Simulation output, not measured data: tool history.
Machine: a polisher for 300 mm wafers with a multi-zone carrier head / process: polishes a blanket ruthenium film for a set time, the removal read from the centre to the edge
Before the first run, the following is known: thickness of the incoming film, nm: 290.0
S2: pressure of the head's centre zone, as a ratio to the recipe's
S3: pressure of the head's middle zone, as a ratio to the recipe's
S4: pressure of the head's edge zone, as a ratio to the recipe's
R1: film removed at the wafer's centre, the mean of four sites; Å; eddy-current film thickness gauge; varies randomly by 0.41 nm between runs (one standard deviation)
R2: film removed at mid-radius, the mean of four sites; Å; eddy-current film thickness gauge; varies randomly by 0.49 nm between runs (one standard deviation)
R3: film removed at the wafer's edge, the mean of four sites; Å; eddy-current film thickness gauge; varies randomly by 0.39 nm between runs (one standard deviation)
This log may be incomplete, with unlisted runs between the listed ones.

{"run": 1, "hour": 0.0, "flow of slurry (ml/min)": 230, "S2": 1.0, "S3": 1.0, "S4": 1.0, "polishing time (s)": 85, "R1": 511.74, "R2": 494.11, "R3": 504.58}
{"run": 2, "hour": 8.6, "flow of slurry (ml/min)": 230, "S2": 1.0, "S3": 1.0, "S4": 1.0, "polishing time (s)": 71, "R1": 421.72, "R2": 411.07, "R3": 413.55}
{"run": 3, "hour": 14.7, "flow of slurry (ml/min)": 230, "S2": 1.0, "S3": 1.07, "S4": 1.0, "polishing time (s)": 71, "R1": 418.2, "R2": 438.28, "R3": 416.72}
{"run": 4, "hour": 17.3, "flow of slurry (ml/min)": 270, "S2": 1.0, "S3": 1.07, "S4": 1.0, "polishing time (s)": 71, "R1": 433.54, "R2": 449.96, "R3": 432.49}
{"run": 5, "hour": 24.2, "flow of slurry (ml/min)": 270, "S2": 1.0, "S3": 1.07, "S4": 1.0, "polishing time (s)": 91, "R1": 560.74, "R2": 570.35, "R3": 534.76}
{"run": 6, "hour": 32.9, "flow of slurry (ml/min)": 270, "S2": 1.0, "S3": 1.07, "S4": 0.96, "polishing time (s)": 91, "R1": 544.66, "R2": 571.53, "R3": 529.64}
{"run": 7, "hour": 37.2, "flow of slurry (ml/min)": 260, "S2": 0.99, "S3": 1.06, "S4": 0.94, "polishing time (s)": 84, "R1": 493.85, "R2": 527.4, "R3": 484.17}
{"run": 8, "hour": 46.1, "flow of slurry (ml/min)": 250, "S2": 0.98, "S3": 1.04, "S4": 0.93, "polishing time (s)": 78, "R1": 471.62, "R2": 481.48, "R3": 446.09}
{"run": 9, "hour": 49.6, "flow of slurry (ml/min)": 245, "S2": 0.88, "S3": 1.02, "S4": 0.98, "polishing time (s)": 54, "R1": 277.23, "R2": 326.31, "R3": 319.01}
{"run": 10, "hour": 50.3, "flow of slurry (ml/min)": 250, "S2": 0.9, "S3": 1.03, "S4": 0.99, "polishing time (s)": 55, "R1": 297.81, "R2": 333.91, "R3": 320.2}

Run 11, settings as shown, results not yet in. Your forecast:
{"run": 11, "hour": 57.9, "flow of slurry (ml/min)": 250, "S2": 0.91, "S3": 1.04, "S4": 1.0, "polishing time (s)": 56, "R1": "?", "R2": "?", "R3": "?"}

Run 11 produced R1 307.47 Å, R2 347.24 Å, R3 331.91 Å.
